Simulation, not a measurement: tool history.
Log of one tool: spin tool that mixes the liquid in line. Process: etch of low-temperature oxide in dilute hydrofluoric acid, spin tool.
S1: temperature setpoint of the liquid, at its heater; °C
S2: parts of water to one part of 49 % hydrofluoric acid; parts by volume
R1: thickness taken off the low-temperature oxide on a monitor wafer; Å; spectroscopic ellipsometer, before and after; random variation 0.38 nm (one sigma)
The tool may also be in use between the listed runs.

Run 1, hour 0.0: S1 20.0 °C, S2 60 parts by volume, time under the liquid (s) 80. Result: R1 151.49 Å.
Run 2, hour 8.9: S1 18.5 °C, S2 60 parts by volume, time under the liquid (s) 80. Result: R1 143.20 Å.
Run 3, hour 11.2: S1 21.0 °C, S2 50 parts by volume, time under the liquid (s) 80. Result: R1 193.55 Å.
Run 4, hour 15.5: S1 21.0 °C, S2 50 parts by volume, time under the liquid (s) 80. Result: R1 196.79 Å.
Run 5, hour 22.1: S1 22.5 °C, S2 45 parts by volume, time under the liquid (s) 80. Result: R1 231.24 Å.
Run 6, hour 26.5: S1 24.5 °C, S2 45 parts by volume, time under the liquid (s) 80. Result: R1 250.64 Å.

Estimate the outcome of run 7 from the log above:
Run 7, hour 27.3: S1 25.5 °C, S2 40 parts by volume, time under the liquid (s) 80. Result: R1 ?.

Run 7 gave R1 293.92 Å.
